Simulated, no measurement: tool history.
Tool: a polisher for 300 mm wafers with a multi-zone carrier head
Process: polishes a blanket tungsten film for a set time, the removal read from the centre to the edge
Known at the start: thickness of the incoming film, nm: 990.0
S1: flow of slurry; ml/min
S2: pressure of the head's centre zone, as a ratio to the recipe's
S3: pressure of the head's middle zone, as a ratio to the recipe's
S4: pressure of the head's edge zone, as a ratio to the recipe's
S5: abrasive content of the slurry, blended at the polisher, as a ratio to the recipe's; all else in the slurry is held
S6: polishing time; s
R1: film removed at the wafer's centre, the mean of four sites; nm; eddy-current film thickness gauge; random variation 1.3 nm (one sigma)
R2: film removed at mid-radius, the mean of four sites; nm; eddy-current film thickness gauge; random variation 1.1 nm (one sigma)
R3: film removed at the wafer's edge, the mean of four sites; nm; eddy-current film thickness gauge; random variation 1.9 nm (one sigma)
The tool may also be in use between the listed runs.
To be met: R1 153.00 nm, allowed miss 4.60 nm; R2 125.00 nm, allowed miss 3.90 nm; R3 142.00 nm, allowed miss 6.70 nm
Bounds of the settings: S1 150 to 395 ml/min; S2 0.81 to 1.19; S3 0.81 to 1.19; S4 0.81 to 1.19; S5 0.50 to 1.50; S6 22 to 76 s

run	hour	S1	S2	S3	S4	S5	S6	R1	R2	R3
1	0.0	250	1.00	1.00	1.00	1.00	49	202.91	204.39	204.43
2	2.3	250	1.00	1.00	1.00	1.15	49	205.47	209.56	207.30
3	10.7	250	1.00	0.93	1.00	1.15	49	206.20	195.71	213.81
4	15.6	250	1.00	0.93	1.00	1.15	55	230.47	216.84	236.26
5	23.9	250	1.00	0.92	0.99	1.10	53	222.50	208.35	221.92
6	27.7	250	1.00	0.92	0.92	1.10	53	222.19	210.46	221.89
7	35.8	250	1.01	0.91	0.92	1.05	51	215.71	199.18	206.44
8	40.8	245	1.01	0.90	0.93	1.00	50	205.45	189.78	202.14
9	41.7	245	1.09	0.81	0.83	0.75	37	158.49	124.28	136.69
10	48.8	245	1.09	0.81	0.84	0.75	37	159.71	126.51	134.42
11	53.1	240	1.09	0.81	0.86	0.75	37	158.29	127.71	137.44
12	54.8	245	1.09	0.81	0.86	0.75	37	159.60	124.60	138.60

5 next moves are on the table. One of them brings every result within its allowed miss. Which?
A	56.5	225	1.05	0.81	0.91	0.75	37	?	?	?
B	56.5	250	1.17	0.81	0.88	0.65	38	?	?	?
C	56.5	235	1.19	0.81	0.81	0.75	36	?	?	?
D	56.5	235	1.08	0.84	0.83	0.80	35	?	?	?
E	56.5	265	1.16	0.86	0.82	0.55	38	?	?	?

move	R1	R2	R3
A	150.06	123.22	137.62
B	171.13	125.75	137.89
C	166.74	120.56	127.67
D	148.46	121.46	126.61
E	167.38	129.29	131.36
A: meets every target
B: further off than the last run
C: further off than the last run
D: brings the result that was furthest off to its target, and leaves another outside
E: further off than the last run
Move A is the one to make.
